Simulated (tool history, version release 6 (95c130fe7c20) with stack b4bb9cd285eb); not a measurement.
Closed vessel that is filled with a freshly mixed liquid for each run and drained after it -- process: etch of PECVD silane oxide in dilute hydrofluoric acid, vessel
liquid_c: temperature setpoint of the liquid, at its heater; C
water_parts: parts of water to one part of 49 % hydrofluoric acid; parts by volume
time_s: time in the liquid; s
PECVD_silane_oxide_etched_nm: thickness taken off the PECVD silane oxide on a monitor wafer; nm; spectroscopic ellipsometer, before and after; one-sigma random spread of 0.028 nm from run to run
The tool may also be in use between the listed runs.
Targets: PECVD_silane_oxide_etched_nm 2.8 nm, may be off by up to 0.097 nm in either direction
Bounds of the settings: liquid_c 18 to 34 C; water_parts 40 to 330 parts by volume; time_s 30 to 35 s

| run | hour | liquid_c | water_parts | time_s | PECVD_silane_oxide_etched_nm |
|---|---|---|---|---|---|
| 1 | 0 | 26 | 185 | 35 | 4.5549 |
| 2 | 4.7 | 25 | 190 | 35 | 4.2753 |
| 3 | 11.1 | 25 | 190 | 30 | 3.7409 |
| 4 | 16.7 | 24.5 | 190 | 30 | 3.5956 |
| 5 | 25.8 | 24.5 | 165 | 30 | 4.2895 |
| 6 | 31.5 | 22 | 165 | 30 | 3.8595 |
| 7 | 33.1 | 21.5 | 170 | 30 | 3.6685 |
| 8 | 34.1 | 21 | 175 | 30 | 3.4781 |
| 9 | 35.7 | 20.5 | 175 | 30 | 3.415 |
| 10 | 44.6 | 20 | 175 | 30 | 3.3957 |
| 11 | 50.2 | 19.5 | 180 | 30 | 3.176 |
| 12 | 54.1 | 18.5 | 185 | 30 | 2.9859 |

Next run, 4 choices. One meets every target within its allowed miss, the rest don't. Which?
| A | 58 | 18 | 205 | 30 | ? |
| B | 58 | 20.5 | 205 | 30 | ? |
| C | 58 | 21.5 | 200 | 30 | ? |
| D | 58 | 20.5 | 220 | 35 | ? |

| move | PECVD_silane_oxide_etched_nm |
|---|---|
| A | 2.5427 |
| B | 2.8019 |
| C | 2.9986 |
| D | 3.0015 |
A: carries the result that was furthest off beyond its target, to the other side
B: hits every target within its allowed miss
C: its largest miss is bigger than the last run's
D: its largest miss is bigger than the last run's
Answer: B
